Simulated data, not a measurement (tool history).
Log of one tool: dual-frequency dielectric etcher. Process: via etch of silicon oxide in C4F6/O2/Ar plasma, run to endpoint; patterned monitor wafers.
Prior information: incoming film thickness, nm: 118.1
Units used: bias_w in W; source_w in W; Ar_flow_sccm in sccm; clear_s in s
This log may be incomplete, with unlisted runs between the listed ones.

{"run": 1, "day": 0.0, "bias_w": 552, "source_w": 430, "Ar_flow_sccm": 246, "clear_s": 22.041}
{"run": 2, "day": 0.088, "bias_w": 505, "source_w": 430, "Ar_flow_sccm": 246, "clear_s": 23.117}
{"run": 3, "day": 0.321, "bias_w": 505, "source_w": 430, "Ar_flow_sccm": 213, "clear_s": 22.571}
{"run": 4, "day": 0.688, "bias_w": 505, "source_w": 430, "Ar_flow_sccm": 196, "clear_s": 22.302}
{"run": 5, "day": 0.817, "bias_w": 505, "source_w": 430, "Ar_flow_sccm": 165, "clear_s": 21.752}
{"run": 6, "day": 1.071, "bias_w": 458, "source_w": 430, "Ar_flow_sccm": 165, "clear_s": 22.918}
{"run": 7, "day": 1.1, "bias_w": 370, "source_w": 430, "Ar_flow_sccm": 165, "clear_s": 26.036}
{"run": 8, "day": 1.317, "bias_w": 382, "source_w": 430, "Ar_flow_sccm": 165, "clear_s": 25.445}
{"run": 9, "day": 1.533, "bias_w": 422, "source_w": 430, "Ar_flow_sccm": 165, "clear_s": 23.992}

Run 10 has not been measured yet. What should we expect?
{"run": 10, "day": 1.788, "bias_w": 415, "source_w": 430, "Ar_flow_sccm": 165, "clear_s": "?"}

clear_s: 24.259 s
